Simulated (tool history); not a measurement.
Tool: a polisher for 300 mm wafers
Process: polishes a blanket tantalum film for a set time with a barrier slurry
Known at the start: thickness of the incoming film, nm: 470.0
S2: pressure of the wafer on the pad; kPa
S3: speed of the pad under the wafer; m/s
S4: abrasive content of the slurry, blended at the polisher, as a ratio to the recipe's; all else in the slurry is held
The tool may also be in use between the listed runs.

run 1 day=0 | flow_of_slurry_(ml/min)=270 S2=8.3 S3=1.16 S4=1 polishing_time_(s)=43 | film_removed_(nm)=47.711
run 2 day=0.142 | flow_of_slurry_(ml/min)=270 S2=9.7 S3=1.16 S4=1 polishing_time_(s)=43 | film_removed_(nm)=55.366
run 3 day=0.167 | flow_of_slurry_(ml/min)=270 S2=10.3 S3=1.16 S4=1 polishing_time_(s)=43 | film_removed_(nm)=59.016
run 4 day=0.212 | flow_of_slurry_(ml/min)=270 S2=9 S3=1.16 S4=1 polishing_time_(s)=43 | film_removed_(nm)=51.816
run 5 day=0.258 | flow_of_slurry_(ml/min)=270 S2=9 S3=1.16 S4=1 polishing_time_(s)=38 | film_removed_(nm)=45.317
run 6 day=0.433 | flow_of_slurry_(ml/min)=270 S2=9 S3=1.16 S4=1.15 polishing_time_(s)=38 | film_removed_(nm)=46.973
run 7 day=0.7 | flow_of_slurry_(ml/min)=270 S2=10.3 S3=1.2 S4=1.15 polishing_time_(s)=38 | film_removed_(nm)=55.146

The next listed run, before its measurement:
run 8 day=1.004 | flow_of_slurry_(ml/min)=270 S2=11 S3=1.24 S4=1.15 polishing_time_(s)=38 | film_removed_(nm)=?

Run 8 gave film removed (nm) 61.687.
